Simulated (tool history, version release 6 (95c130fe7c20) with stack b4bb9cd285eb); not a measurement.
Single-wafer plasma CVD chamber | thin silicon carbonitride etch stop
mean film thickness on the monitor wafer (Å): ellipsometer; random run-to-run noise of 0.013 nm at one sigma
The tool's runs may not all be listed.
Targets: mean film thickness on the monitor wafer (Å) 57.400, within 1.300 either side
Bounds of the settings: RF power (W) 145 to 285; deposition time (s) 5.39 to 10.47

run	hour	RF power (W)	deposition time (s)	mean film thickness on the monitor wafer (Å)
1	0.0	215	7.93	46.259
2	6.9	225	8.20	48.427
3	15.1	200	8.20	46.890
4	20.6	200	7.72	43.898
5	29.0	225	7.72	45.710
6	32.8	225	6.65	39.200
7	36.4	235	7.15	42.999
8	41.4	270	8.42	52.913
9	50.1	270	8.53	53.600
# hour 57.0: thermocouple changed; heater temperature recalibrated
10	57.0	270	8.62	54.112

4 next moves are on the table. One of them brings every result within its allowed miss. Which?
A	63.9	285	8.38	?
B	63.9	275	8.76	?
C	63.9	260	9.27	?
D	63.9	280	8.58	?

move	mean film thickness on the monitor wafer (Å)
A	53.588
B	55.366
C	57.518
D	54.550
A: the biggest miss grows against the last run
B: an improvement on the last run, though not all results are within tolerance
C: in spec on every target
D: an improvement on the last run, though not all results are within tolerance
C meets every target.
